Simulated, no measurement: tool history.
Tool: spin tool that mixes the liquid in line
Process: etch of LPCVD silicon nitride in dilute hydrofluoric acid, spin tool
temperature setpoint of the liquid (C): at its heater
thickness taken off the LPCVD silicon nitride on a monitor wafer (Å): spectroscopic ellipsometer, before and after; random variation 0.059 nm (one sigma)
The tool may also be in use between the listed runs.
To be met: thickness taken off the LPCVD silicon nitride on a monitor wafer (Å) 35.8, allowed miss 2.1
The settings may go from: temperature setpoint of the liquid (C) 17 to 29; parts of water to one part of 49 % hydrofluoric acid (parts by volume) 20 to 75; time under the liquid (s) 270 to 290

run    day  temperature setpoint of the liquid (C)  parts of water to one part of 49 % hydrofluoric acid (parts by volume)  time under the liquid (s)  thickness taken off the LPCVD silicon nitride on a monitor wafer (Å)
  1      0                                      21                                                                      45                        270                                                                25.626
  2  0.238                                    19.5                                                                      45                        270                                                                23.074
  3  0.358                                    20.5                                                                      45                        270                                                                24.527
  4  0.721                                    20.5                                                                      55                        270                                                                20.229
  5  0.854                                    21.5                                                                      55                        270                                                                21.875
  6  1.121                                    21.5                                                                      50                        270                                                                24.443
  7  1.292                                      22                                                                      50                        270                                                                24.998
  8  1.329                                    22.5                                                                      50                        270                                                                25.312
  9  1.642                                    23.5                                                                      50                        270                                                                27.093
 10  1.896                                      24                                                                      50                        270                                                                27.689
 11  2.171                                    24.5                                                                      50                        270                                                                28.949

Which of these 4 next moves meets every target?
  A  2.446                                    27.5                                                                      45                        290                                                                     ?
  B  2.446                                    22.5                                                                      60                        275                                                                     ?
  C  2.446                                    24.5                                                                      55                        270                                                                     ?
  D  2.446                                    19.5                                                                      30                        285                                                                     ?

move  thickness taken off the LPCVD silicon nitride on a monitor wafer (Å)
   A                                                                41.949
   B                                                                21.472
   C                                                                26.275
   D                                                                35.447
A: takes the result that was furthest off past its target
B: further off than the last run
C: further off than the last run
D: meets every target
Move D is the one to make.
